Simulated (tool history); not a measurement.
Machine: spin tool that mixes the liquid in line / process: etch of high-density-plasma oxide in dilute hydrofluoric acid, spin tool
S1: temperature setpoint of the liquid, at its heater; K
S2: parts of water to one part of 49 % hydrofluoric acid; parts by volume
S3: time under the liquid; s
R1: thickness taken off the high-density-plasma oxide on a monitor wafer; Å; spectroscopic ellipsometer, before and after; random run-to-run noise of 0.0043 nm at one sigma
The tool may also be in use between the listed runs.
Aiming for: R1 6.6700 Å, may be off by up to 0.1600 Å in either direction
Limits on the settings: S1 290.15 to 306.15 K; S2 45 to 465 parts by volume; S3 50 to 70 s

Run 1, day 0.000: S1 298.15 K, S2 255 parts by volume, S3 70 s. Result: R1 12.3360 Å.
Run 2, day 0.079: S1 298.15 K, S2 255 parts by volume, S3 70 s. Result: R1 12.2770 Å.
Run 3, day 0.379: S1 295.65 K, S2 275 parts by volume, S3 70 s. Result: R1 10.3800 Å.
Run 4, day 0.750: S1 294.15 K, S2 295 parts by volume, S3 70 s. Result: R1 8.9730 Å.
Run 5, day 0.829: S1 294.15 K, S2 295 parts by volume, S3 70 s. Result: R1 8.8858 Å.
Run 6, day 1.025: S1 294.15 K, S2 225 parts by volume, S3 70 s. Result: R1 12.5350 Å.
Run 7, day 1.067: S1 293.15 K, S2 255 parts by volume, S3 70 s. Result: R1 10.3610 Å.
Run 8, day 1.262: S1 293.15 K, S2 255 parts by volume, S3 70 s. Result: R1 10.2790 Å.

Pick the move, out of 4, that brings all results within their allowed miss; only one does.
Run A, day 1.458: S1 293.15 K, S2 310 parts by volume, S3 50 s. Result: R1 ?.
Run B, day 1.458: S1 292.15 K, S2 335 parts by volume, S3 50 s. Result: R1 ?.
Run C, day 1.458: S1 293.65 K, S2 280 parts by volume, S3 50 s. Result: R1 ?.
Run D, day 1.458: S1 291.65 K, S2 135 parts by volume, S3 70 s. Result: R1 ?.

move       R1
   A   5.7806
   B   5.0479
   C   6.6965
   D  20.7020
A: the result that was furthest off in the last run now lies on the other side of its target
B: the result that was furthest off in the last run now lies on the other side of its target
C: every result within its allowed miss
D: its largest miss is bigger than the last run's
Move C is the one to make.
